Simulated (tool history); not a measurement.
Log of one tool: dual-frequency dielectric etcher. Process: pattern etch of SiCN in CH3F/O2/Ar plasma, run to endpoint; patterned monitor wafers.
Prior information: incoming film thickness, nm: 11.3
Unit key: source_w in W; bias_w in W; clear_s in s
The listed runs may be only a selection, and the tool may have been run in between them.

run 1 day=0 | source_w=460 bias_w=63 | clear_s=31.454
run 2 day=0.325 | source_w=460 bias_w=72 | clear_s=29.399
run 3 day=0.546 | source_w=410 bias_w=65 | clear_s=33.15
run 4 day=0.888 | source_w=380 bias_w=63 | clear_s=35.081
run 5 day=1.217 | source_w=350 bias_w=61 | clear_s=37.642
run 6 day=1.338 | source_w=330 bias_w=61 | clear_s=39.006
run 7 day=1.55 | source_w=320 bias_w=61 | clear_s=40.114
run 8 day=1.883 | source_w=270 bias_w=59 | clear_s=46.229
run 9 day=2.133 | source_w=280 bias_w=59 | clear_s=45.055

What does the tool deliver on the next run?
run 10 day=2.296 | source_w=340 bias_w=61 | clear_s=?

clear_s: 38.409 s

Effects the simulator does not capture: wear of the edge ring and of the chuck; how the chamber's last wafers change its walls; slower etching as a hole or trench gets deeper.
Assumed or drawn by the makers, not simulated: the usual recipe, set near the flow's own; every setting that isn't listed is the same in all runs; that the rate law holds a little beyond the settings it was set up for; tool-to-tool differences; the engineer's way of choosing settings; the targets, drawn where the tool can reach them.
